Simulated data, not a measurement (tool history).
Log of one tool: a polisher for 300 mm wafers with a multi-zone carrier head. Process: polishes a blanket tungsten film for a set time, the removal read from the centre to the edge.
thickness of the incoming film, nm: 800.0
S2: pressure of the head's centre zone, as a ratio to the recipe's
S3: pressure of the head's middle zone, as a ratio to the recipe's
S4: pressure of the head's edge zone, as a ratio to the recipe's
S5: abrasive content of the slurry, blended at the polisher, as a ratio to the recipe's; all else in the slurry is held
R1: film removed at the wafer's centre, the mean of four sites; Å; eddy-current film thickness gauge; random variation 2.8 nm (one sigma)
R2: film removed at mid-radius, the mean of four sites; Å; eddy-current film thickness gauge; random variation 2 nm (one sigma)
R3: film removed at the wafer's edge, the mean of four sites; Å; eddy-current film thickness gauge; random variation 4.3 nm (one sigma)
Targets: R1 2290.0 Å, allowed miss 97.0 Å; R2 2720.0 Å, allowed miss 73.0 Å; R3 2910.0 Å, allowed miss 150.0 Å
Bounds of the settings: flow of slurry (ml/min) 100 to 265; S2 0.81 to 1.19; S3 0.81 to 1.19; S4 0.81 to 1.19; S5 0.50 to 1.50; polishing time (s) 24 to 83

Run 1, hour 0.0: flow of slurry (ml/min) 170, S2 1.00, S3 1.00, S4 1.00, S5 1.00, polishing time (s) 53. Result: R1 2451.6 Å, R2 2355.4 Å, R3 2368.7 Å.
Run 2, hour 6.4: flow of slurry (ml/min) 170, S2 1.07, S3 1.00, S4 1.00, S5 1.00, polishing time (s) 53. Result: R1 2613.7 Å, R2 2353.7 Å, R3 2342.7 Å.
Run 3, hour 10.1: flow of slurry (ml/min) 180, S2 1.00, S3 1.02, S4 1.05, S5 1.05, polishing time (s) 53. Result: R1 2459.5 Å, R2 2415.2 Å, R3 2445.4 Å.
Run 4, hour 17.4: flow of slurry (ml/min) 155, S2 1.00, S3 1.02, S4 1.05, S5 1.05, polishing time (s) 53. Result: R1 2435.6 Å, R2 2348.4 Å, R3 2368.1 Å.
Run 5, hour 21.7: flow of slurry (ml/min) 180, S2 0.95, S3 1.03, S4 1.08, S5 1.10, polishing time (s) 53. Result: R1 2377.3 Å, R2 2464.0 Å, R3 2498.9 Å.
Run 6, hour 26.1: flow of slurry (ml/min) 180, S2 0.95, S3 1.03, S4 1.08, S5 1.10, polishing time (s) 62. Result: R1 2824.3 Å, R2 2905.7 Å, R3 2929.7 Å.
Run 7, hour 28.5: flow of slurry (ml/min) 175, S2 0.91, S3 1.03, S4 1.11, S5 1.05, polishing time (s) 62. Result: R1 2653.6 Å, R2 2895.9 Å, R3 2937.1 Å.
Run 8, hour 35.1: flow of slurry (ml/min) 165, S2 0.88, S3 1.02, S4 1.12, S5 1.05, polishing time (s) 62. Result: R1 2545.0 Å, R2 2801.1 Å, R3 2987.5 Å.

Which of these 4 next moves meets every target?
Run A, hour 41.7: flow of slurry (ml/min) 135, S2 0.89, S3 0.95, S4 1.11, S5 0.90, polishing time (s) 68. Result: R1 ?, R2 ?, R3 ?.
Run B, hour 41.7: flow of slurry (ml/min) 150, S2 0.83, S3 0.97, S4 1.19, S5 1.05, polishing time (s) 60. Result: R1 ?, R2 ?, R3 ?.
Run C, hour 41.7: flow of slurry (ml/min) 155, S2 0.82, S3 0.97, S4 1.17, S5 1.00, polishing time (s) 60. Result: R1 ?, R2 ?, R3 ?.
Run D, hour 41.7: flow of slurry (ml/min) 240, S2 0.81, S3 0.99, S4 1.15, S5 0.95, polishing time (s) 59. Result: R1 ?, R2 ?, R3 ?.

move      R1      R2      R3
   A  2693.9  2740.1  3046.8
   B  2339.2  2580.3  2905.6
   C  2305.9  2571.1  2865.0
   D  2378.6  2709.0  2892.4
A: further off than the last run
B: brings the result that was furthest off to its target, and leaves another outside
C: brings the result that was furthest off to its target, and leaves another outside
D: meets every target
The right move is D.

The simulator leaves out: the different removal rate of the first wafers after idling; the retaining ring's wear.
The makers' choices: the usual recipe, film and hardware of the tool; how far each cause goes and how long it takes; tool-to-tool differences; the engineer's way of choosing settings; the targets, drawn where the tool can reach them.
